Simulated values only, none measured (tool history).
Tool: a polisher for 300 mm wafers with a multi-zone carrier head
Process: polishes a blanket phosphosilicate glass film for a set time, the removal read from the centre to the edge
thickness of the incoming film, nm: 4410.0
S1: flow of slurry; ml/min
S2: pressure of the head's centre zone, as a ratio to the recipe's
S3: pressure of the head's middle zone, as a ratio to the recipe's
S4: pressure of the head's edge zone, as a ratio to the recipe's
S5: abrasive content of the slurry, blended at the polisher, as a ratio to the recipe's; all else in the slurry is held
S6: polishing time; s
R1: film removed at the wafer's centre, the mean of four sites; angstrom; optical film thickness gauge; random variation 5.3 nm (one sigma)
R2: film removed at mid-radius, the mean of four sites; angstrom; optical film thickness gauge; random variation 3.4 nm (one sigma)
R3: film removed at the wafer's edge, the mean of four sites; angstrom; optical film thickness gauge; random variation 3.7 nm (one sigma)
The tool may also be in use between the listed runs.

run  hour   S1    S2    S3    S4    S5  S6      R1      R2      R3
  1   0.0  320  1.00  1.00  1.00  1.00  74  6149.4  5910.5  6162.7
  2   5.0  320  1.01  0.99  0.99  0.95  71  5703.6  5567.2  5656.6
  3  10.2  320  1.03  0.97  0.99  0.90  68  5437.6  5010.2  5351.8
  4  13.4  320  1.03  0.97  0.99  0.90  61  4847.5  4548.6  4719.7
  5  17.6  320  1.04  0.96  0.98  0.85  60  4767.4  4301.6  4522.0
  6  21.3  320  1.04  0.96  0.98  0.85  69  5227.7  4973.4  5178.7

Forecast run 7:
  7  27.2  330  1.06  0.95  0.98  0.85  66   ?   ?   ?

R1: 5271.8 angstrom
R2: 4738.3 angstrom
R3: 5095.6 angstrom
